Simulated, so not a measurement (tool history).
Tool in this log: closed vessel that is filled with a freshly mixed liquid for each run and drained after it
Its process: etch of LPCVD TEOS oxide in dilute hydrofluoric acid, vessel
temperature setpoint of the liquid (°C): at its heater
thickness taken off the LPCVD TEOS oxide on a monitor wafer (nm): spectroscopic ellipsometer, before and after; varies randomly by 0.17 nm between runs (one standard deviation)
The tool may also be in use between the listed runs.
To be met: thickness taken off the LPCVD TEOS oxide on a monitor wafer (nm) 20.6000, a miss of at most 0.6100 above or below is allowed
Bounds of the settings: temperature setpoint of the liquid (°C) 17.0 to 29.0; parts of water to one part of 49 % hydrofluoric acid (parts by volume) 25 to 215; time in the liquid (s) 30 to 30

run  hour  temperature setpoint of the liquid (°C)  parts of water to one part of 49 % hydrofluoric acid (parts by volume)  time in the liquid (s)  thickness taken off the LPCVD TEOS oxide on a monitor wafer (nm)
  1   0.0                                     21.0                                                                     120                      30                                                            8.4956
  2   7.5                                     22.0                                                                     115                      30                                                            9.2946
  3  14.9                                     22.5                                                                     110                      30                                                            9.8775
  4  18.5                                     22.5                                                                     110                      30                                                            9.8541
  5  27.3                                     23.0                                                                     105                      30                                                           10.6490
  6  35.7                                     26.0                                                                     105                      30                                                           11.8160
  7  37.7                                     29.0                                                                      55                      30                                                           27.4150
  8  46.3                                     28.5                                                                      55                      30                                                           27.0050
  9  48.3                                     28.0                                                                      55                      30                                                           26.5830

Exactly one of the 5 candidate moves below puts every result within its allowed miss. Which one?
  A  50.3                                     23.0                                                                      35                      30                                                                 ?
  B  50.3                                     28.5                                                                      70                      30                                                                 ?
  C  50.3                                     27.5                                                                      60                      30                                                                 ?
  D  50.3                                     24.0                                                                      70                      30                                                                 ?
  E  50.3                                     28.5                                                                      65                      30                                                                 ?

move  thickness taken off the LPCVD TEOS oxide on a monitor wafer (nm)
   A                                                           35.0430
   B                                                           20.8630
   C                                                           23.7380
   D                                                           17.4450
   E                                                           22.6300
A: lands further from the targets than the last run did
B: in spec on every target
C: closes in on the targets versus the last run, not all within tolerance yet
D: carries the result that was furthest off beyond its target, to the other side
E: closes in on the targets versus the last run, not all within tolerance yet
The move that meets every target is B.

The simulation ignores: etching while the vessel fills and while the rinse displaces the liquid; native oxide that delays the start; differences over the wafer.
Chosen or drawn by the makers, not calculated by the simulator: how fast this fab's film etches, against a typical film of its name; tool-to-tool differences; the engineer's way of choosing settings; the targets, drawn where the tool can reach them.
